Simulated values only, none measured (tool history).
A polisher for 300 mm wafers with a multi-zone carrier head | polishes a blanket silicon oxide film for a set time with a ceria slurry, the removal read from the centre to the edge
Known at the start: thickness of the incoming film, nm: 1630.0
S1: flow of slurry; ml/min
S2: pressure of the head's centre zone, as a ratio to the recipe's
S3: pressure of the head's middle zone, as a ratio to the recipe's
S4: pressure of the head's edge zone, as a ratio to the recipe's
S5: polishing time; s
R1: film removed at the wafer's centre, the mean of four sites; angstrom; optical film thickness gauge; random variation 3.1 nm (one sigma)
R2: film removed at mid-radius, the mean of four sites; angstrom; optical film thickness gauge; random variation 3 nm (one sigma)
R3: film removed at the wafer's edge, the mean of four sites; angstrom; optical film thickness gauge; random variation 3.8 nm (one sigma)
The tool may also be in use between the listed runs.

run 1 hour=0 | S1=220 S2=1 S3=1 S4=1 S5=74 | R1=3830 R2=3804.1 R3=3764
run 2 hour=2.7 | S1=220 S2=1 S3=0.93 S4=1 S5=74 | R1=3830.2 R2=3613.2 R3=3893.1
run 3 hour=10.3 | S1=220 S2=1 S3=0.93 S4=1 S5=67 | R1=3540 R2=3281.6 R3=3551.3
run 4 hour=14.1 | S1=220 S2=1 S3=0.93 S4=1 S5=51 | R1=2688.6 R2=2463.5 R3=2658.8
run 5 hour=18 | S1=170 S2=1 S3=0.93 S4=1 S5=51 | R1=2520.7 R2=2389.2 R3=2601.8
run 6 hour=21.3 | S1=210 S2=1 S3=0.93 S4=1 S5=51 | R1=2653.3 R2=2433.9 R3=2644
run 7 hour=29.8 | S1=215 S2=1.01 S3=0.92 S4=1 S5=51 | R1=2684.5 R2=2432.4 R3=2707
run 8 hour=32.3 | S1=220 S2=1.02 S3=0.91 S4=0.99 S5=51 | R1=2738.8 R2=2497.8 R3=2640.4
run 9 hour=38.5 | S1=225 S2=1.03 S3=0.89 S4=1.01 S5=50 | R1=2673.6 R2=2393.5 R3=2617
run 10 hour=44.7 | S1=235 S2=1.05 S3=0.88 S4=1.04 S5=50 | R1=2777.7 R2=2338.4 R3=2633

The next listed run, before its measurement:
run 11 hour=45.8 | S1=235 S2=1.05 S3=0.87 S4=1.05 S5=50 | R1=? R2=? R3=?

{"run 11": {"R1": 2754, "R2": 2301.3, "R3": 2644.2}}

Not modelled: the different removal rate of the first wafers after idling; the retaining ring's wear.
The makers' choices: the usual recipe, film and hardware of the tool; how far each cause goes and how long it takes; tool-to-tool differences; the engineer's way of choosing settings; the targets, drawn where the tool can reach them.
